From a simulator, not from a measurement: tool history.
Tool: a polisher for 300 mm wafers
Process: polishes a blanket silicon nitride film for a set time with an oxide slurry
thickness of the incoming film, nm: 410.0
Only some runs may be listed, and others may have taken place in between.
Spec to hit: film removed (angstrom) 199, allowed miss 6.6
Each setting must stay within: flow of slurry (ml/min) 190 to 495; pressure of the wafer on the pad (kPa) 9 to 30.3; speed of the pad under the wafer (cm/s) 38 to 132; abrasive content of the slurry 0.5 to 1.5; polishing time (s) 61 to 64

run,hour,flow of slurry (ml/min),pressure of the wafer on the pad (kPa),speed of the pad under the wafer (cm/s),abrasive content of the slurry,polishing time (s),film removed (angstrom)
1,0,320,19.3,84,1,61,297.84
2,8.6,320,16.5,84,1,61,268.21
3,15,320,14.5,84,1,61,245.65
4,23.1,400,14.5,84,1,61,249.08
5,26.7,400,14.5,68,1,61,220.12
6,29.2,400,14.5,68,1,61,222.17
7,34.1,400,13.8,68,1,61,214.7
8,41.4,400,13.1,68,1,61,210.83

Below are 4 possible settings for the next run. Only one of them brings all results inside the allowed miss of their targets. Which is it?
A,48.7,445,14.5,58,0.95,64,?
B,48.7,395,16.5,62,0.85,63,?
C,48.7,425,14.5,80,0.7,62,?
D,48.7,430,12.4,70,0.85,61,?

move,film removed (angstrom)
A,212.31
B,220.69
C,202.2
D,189.03
A: the biggest miss grows against the last run
B: the biggest miss grows against the last run
C: each result inside its tolerance
D: carries the result that was furthest off beyond its target, to the other side
C meets every target.

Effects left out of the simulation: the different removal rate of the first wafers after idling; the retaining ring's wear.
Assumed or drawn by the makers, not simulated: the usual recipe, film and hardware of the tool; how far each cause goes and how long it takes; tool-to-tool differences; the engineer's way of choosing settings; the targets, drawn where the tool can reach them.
